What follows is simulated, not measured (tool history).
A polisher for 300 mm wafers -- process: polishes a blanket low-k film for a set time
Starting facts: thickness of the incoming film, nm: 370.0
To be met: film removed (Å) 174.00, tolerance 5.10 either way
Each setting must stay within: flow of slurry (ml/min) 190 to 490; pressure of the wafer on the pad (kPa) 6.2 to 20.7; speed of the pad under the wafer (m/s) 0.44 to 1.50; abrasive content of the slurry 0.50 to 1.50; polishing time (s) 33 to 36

run  hour  flow of slurry (ml/min)  pressure of the wafer on the pad (kPa)  speed of the pad under the wafer (m/s)  abrasive content of the slurry  polishing time (s)  film removed (Å)
  1   0.0                      315                                    13.1                                    0.96                            1.00                  36            119.58
  2   8.8                      315                                    13.8                                    0.96                            1.00                  36            124.04
  3  16.4                      315                                    14.5                                    0.96                            1.00                  36            128.21
  4  22.5                      315                                    14.5                                    0.96                            1.00                  33            117.28
  5  26.1                      315                                    15.9                                    0.98                            1.00                  33            126.30
  6  32.6                      315                                    15.9                                    1.20                            1.00                  33            142.49
  7  33.7                      315                                    16.5                                    1.20                            1.00                  33            147.96
  8  35.3                      315                                    17.2                                    1.20                            1.00                  33            150.66
  9  44.2                      320                                    20.0                                    1.20                            1.00                  33            167.56

Next run, 5 choices. One meets every target within its allowed miss, the rest don't. Which?
  A  53.1                      355                                    17.2                                    1.26                            1.00                  34                 ?
  B  53.1                      350                                    19.3                                    1.10                            1.00                  34                 ?
  C  53.1                      280                                    17.9                                    1.14                            0.90                  36                 ?
  D  53.1                      320                                    20.7                                    1.10                            1.05                  35                 ?
  E  53.1                      340                                    18.6                                    1.24                            0.95                  33                 ?

move  film removed (Å)
   A            164.87
   B            162.51
   C            158.50
   D            176.83
   E            163.03
A: its largest miss is bigger than the last run's
B: its largest miss is bigger than the last run's
C: its largest miss is bigger than the last run's
D: in spec on every target
E: its largest miss is bigger than the last run's
Move D is the one to make.
